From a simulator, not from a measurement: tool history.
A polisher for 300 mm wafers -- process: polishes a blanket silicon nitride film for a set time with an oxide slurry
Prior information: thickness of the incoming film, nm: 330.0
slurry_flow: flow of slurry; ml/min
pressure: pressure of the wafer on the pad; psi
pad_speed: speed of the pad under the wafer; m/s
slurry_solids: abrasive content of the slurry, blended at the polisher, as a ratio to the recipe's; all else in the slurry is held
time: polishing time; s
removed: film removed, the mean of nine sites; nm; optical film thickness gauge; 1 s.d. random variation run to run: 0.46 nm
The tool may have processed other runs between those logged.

run  hour  slurry_flow  pressure  pad_speed  slurry_solids  time  removed
  1   0.0          290       4.2       0.92            1.0    86   51.137
  2   4.8          290       3.7       0.92            1.0    86   45.807
  3   6.7          290       3.5       0.92            1.0    86   44.494
  4  13.2          290       3.3       0.92            1.0    86   41.688
  5  20.0          290       3.2       0.92            1.0    86   41.643
  6  27.3          345       3.2       0.92            1.0    86   41.385

The next listed run, before its measurement:
  7  36.1          345       3.1       0.92            1.0    86        ?

{"run 7": {"removed": 39.693}}
